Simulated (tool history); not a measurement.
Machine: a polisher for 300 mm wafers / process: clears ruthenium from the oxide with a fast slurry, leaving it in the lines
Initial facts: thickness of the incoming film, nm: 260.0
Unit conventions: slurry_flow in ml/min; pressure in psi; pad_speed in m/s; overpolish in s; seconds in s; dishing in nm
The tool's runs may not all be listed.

Run 1, day 0.000: slurry_flow 135 ml/min, pressure 2.7 psi, pad_speed 1.28 m/s, slurry_solids 1.0, overpolish 21 s. Result: seconds 44.359 s, dishing 49.259 nm.
Run 2, day 0.067: slurry_flow 150 ml/min, pressure 2.7 psi, pad_speed 1.28 m/s, slurry_solids 1.0, overpolish 21 s. Result: seconds 43.149 s, dishing 52.196 nm.
Run 3, day 0.379: slurry_flow 150 ml/min, pressure 2.7 psi, pad_speed 1.44 m/s, slurry_solids 1.0, overpolish 21 s. Result: seconds 39.939 s, dishing 50.197 nm.
Run 4, day 0.742: slurry_flow 145 ml/min, pressure 2.8 psi, pad_speed 1.46 m/s, slurry_solids 1.0, overpolish 18 s. Result: seconds 38.358 s, dishing 50.291 nm.
Run 5, day 0.875: slurry_flow 145 ml/min, pressure 2.4 psi, pad_speed 1.46 m/s, slurry_solids 1.0, overpolish 18 s. Result: seconds 44.745 s, dishing 45.790 nm.
Run 6, day 1.104: slurry_flow 160 ml/min, pressure 2.4 psi, pad_speed 1.46 m/s, slurry_solids 1.0, overpolish 18 s. Result: seconds 43.897 s, dishing 48.615 nm.
Run 7, day 1.442: slurry_flow 160 ml/min, pressure 2.4 psi, pad_speed 1.46 m/s, slurry_solids 1.0, overpolish 18 s. Result: seconds 44.605 s, dishing 46.314 nm.

Predict the results of run 8:
Run 8, day 1.562: slurry_flow 170 ml/min, pressure 2.9 psi, pad_speed 1.48 m/s, slurry_solids 1.0, overpolish 8 s. Result: seconds ?, dishing ?.

seconds: 35.939 s
dishing: 35.282 nm
